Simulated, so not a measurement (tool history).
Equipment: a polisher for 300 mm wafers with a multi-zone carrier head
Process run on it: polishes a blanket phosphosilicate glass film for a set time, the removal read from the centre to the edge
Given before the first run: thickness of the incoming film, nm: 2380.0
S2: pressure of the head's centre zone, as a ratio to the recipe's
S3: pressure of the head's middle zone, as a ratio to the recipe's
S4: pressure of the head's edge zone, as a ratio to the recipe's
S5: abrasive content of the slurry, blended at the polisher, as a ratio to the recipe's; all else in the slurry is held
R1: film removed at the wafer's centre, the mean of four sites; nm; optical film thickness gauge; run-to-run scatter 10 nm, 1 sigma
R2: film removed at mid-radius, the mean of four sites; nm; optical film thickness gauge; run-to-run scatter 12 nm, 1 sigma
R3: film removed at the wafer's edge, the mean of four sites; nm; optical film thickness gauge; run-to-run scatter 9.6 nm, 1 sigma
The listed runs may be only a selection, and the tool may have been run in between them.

run 1 hour=0.0 | flow_of_slurry_(ml/min)=285 S2=1.00 S3=1.00 S4=1.00 S5=1.00 polishing_time_(s)=83 | R1=577.66 R2=584.17 R3=577.50
run 2 hour=2.8 | flow_of_slurry_(ml/min)=285 S2=1.00 S3=1.00 S4=1.06 S5=1.00 polishing_time_(s)=83 | R1=585.55 R2=597.44 R3=595.73
run 3 hour=4.4 | flow_of_slurry_(ml/min)=285 S2=0.97 S3=1.03 S4=1.09 S5=1.15 polishing_time_(s)=86 | R1=618.32 R2=675.98 R3=647.78
run 4 hour=6.4 | flow_of_slurry_(ml/min)=285 S2=0.97 S3=1.03 S4=1.02 S5=1.15 polishing_time_(s)=86 | R1=628.56 R2=687.74 R3=634.11
run 5 hour=12.7 | flow_of_slurry_(ml/min)=285 S2=0.97 S3=1.03 S4=1.02 S5=1.15 polishing_time_(s)=93 | R1=678.07 R2=727.53 R3=685.06
run 6 hour=19.7 | flow_of_slurry_(ml/min)=280 S2=0.93 S3=1.03 S4=1.06 S5=1.25 polishing_time_(s)=95 | R1=665.95 R2=776.15 R3=737.43
run 7 hour=23.3 | flow_of_slurry_(ml/min)=280 S2=0.92 S3=1.04 S4=1.08 S5=1.35 polishing_time_(s)=96 | R1=703.01 R2=807.01 R3=775.09
run 8 hour=25.7 | flow_of_slurry_(ml/min)=280 S2=0.91 S3=1.06 S4=1.10 S5=1.40 polishing_time_(s)=97 | R1=701.58 R2=859.55 R3=795.42
run 9 hour=28.6 | flow_of_slurry_(ml/min)=280 S2=0.91 S3=1.06 S4=1.12 S5=1.45 polishing_time_(s)=98 | R1=718.45 R2=880.37 R3=833.22
run 10 hour=36.2 | flow_of_slurry_(ml/min)=280 S2=0.91 S3=1.07 S4=1.13 S5=1.45 polishing_time_(s)=98 | R1=722.50 R2=837.71 R3=834.01

For run 11, what comes out?
run 11 hour=43.6 | flow_of_slurry_(ml/min)=285 S2=0.90 S3=1.08 S4=1.12 S5=1.45 polishing_time_(s)=99 | R1=? R2=? R3=?

R1: 724.26 nm
R2: 872.79 nm
R3: 832.51 nm
